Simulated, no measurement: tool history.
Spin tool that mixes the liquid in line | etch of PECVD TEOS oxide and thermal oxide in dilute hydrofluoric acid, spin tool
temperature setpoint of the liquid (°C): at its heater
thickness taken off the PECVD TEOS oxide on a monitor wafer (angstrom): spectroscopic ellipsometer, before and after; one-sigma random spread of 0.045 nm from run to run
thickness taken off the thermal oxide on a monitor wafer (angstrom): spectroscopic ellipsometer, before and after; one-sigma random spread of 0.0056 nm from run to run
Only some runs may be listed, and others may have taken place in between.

run,day,temperature setpoint of the liquid (°C),parts of water to one part of 49 % hydrofluoric acid (parts by volume),time under the liquid (s),thickness taken off the PECVD TEOS oxide on a monitor wafer (angstrom),thickness taken off the thermal oxide on a monitor wafer (angstrom)
1,0.000,23.0,100,160,507.34,72.601
2,0.233,21.0,125,130,296.87,41.905
3,0.488,21.0,125,190,431.60,61.363
4,0.583,18.5,125,190,390.42,55.824
5,0.850,18.5,125,165,341.07,48.527
6,1.088,18.5,110,165,391.67,56.270
7,1.138,18.0,130,130,252.64,35.943
8,1.258,17.5,145,105,174.20,25.088

For run 9, what comes out?
9,1.579,17.5,155,90,?,?

{"run 9": {"thickness taken off the PECVD TEOS oxide on a monitor wafer (angstrom)": 140.24, "thickness taken off the thermal oxide on a monitor wafer (angstrom)": 19.876}}

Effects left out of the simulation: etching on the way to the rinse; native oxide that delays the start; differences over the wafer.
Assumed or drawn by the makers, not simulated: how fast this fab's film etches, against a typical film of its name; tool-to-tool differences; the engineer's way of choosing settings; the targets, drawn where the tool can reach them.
